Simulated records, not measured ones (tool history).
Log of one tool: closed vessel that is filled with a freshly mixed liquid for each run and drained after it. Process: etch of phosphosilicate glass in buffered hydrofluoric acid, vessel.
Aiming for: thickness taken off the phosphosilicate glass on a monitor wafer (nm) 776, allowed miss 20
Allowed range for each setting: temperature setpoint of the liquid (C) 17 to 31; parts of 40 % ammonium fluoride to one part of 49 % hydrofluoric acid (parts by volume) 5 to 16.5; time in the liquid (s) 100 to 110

run  hour  temperature setpoint of the liquid (C)  parts of 40 % ammonium fluoride to one part of 49 % hydrofluoric acid (parts by volume)  time in the liquid (s)  thickness taken off the phosphosilicate glass on a monitor wafer (nm)
  1     0                                      23                                                                                       10                     100                                                                 637.63
  2   3.9                                      23                                                                                       10                     110                                                                 697.63
  3   6.6                                    23.5                                                                                       10                     110                                                                 723.42
  4  11.2                                      24                                                                                       10                     110                                                                 735.36
  5  18.8                                    25.5                                                                                       10                     110                                                                 805.46
  6  27.8                                      23                                                                                       10                     110                                                                 699.16
  7  33.5                                    23.5                                                                                       10                     110                                                                 718.15
  8  38.2                                      24                                                                                       10                     110                                                                 740.16

4 candidate next runs follow, results not yet known. Just one meets every target within its allowed miss. Identify it.
  A  42.9                                    24.5                                                                                     10.5                     110                                                                      ?
  B  42.9                                      21                                                                                      7.5                     110                                                                      ?
  C  42.9                                      23                                                                                        8                     100                                                                      ?
  D  42.9                                    25.5                                                                                     10.5                     100                                                                      ?

move  thickness taken off the phosphosilicate glass on a monitor wafer (nm)
   A                                                                 721.15
   B                                                                 812.32
   C                                                                 769.05
   D                                                                 692.09
A: further off than the last run
B: takes the result that was furthest off past its target
C: hits every target within its allowed miss
D: further off than the last run
So the answer is move C, the one that meets all the targets.
